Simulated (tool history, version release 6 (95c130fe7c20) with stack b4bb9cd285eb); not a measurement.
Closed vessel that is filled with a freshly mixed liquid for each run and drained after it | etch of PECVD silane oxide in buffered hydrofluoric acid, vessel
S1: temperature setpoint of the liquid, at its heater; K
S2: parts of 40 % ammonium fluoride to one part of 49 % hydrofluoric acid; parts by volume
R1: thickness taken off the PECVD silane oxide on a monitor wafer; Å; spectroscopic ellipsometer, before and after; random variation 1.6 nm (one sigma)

run 1 hour=0.0 | S1=297.15 S2=8.0 time_in_the_liquid_(s)=35 | R1=1238.90
run 2 hour=4.6 | S1=295.65 S2=8.0 time_in_the_liquid_(s)=35 | R1=1149.20
run 3 hour=7.1 | S1=295.65 S2=8.0 time_in_the_liquid_(s)=35 | R1=1130.20
run 4 hour=8.6 | S1=297.15 S2=8.0 time_in_the_liquid_(s)=35 | R1=1229.40
run 5 hour=16.0 | S1=297.15 S2=8.0 time_in_the_liquid_(s)=30 | R1=1064.10
run 6 hour=21.8 | S1=297.15 S2=9.0 time_in_the_liquid_(s)=30 | R1=937.59
run 7 hour=22.7 | S1=298.65 S2=8.5 time_in_the_liquid_(s)=30 | R1=1093.10
run 8 hour=24.4 | S1=300.15 S2=8.0 time_in_the_liquid_(s)=30 | R1=1251.60
run 9 hour=32.9 | S1=301.15 S2=8.0 time_in_the_liquid_(s)=30 | R1=1317.10

What will run 10 give?
run 10 hour=33.6 | S1=302.15 S2=8.0 time_in_the_liquid_(s)=30 | R1=?

{"run 10": {"R1": 1377.0}}

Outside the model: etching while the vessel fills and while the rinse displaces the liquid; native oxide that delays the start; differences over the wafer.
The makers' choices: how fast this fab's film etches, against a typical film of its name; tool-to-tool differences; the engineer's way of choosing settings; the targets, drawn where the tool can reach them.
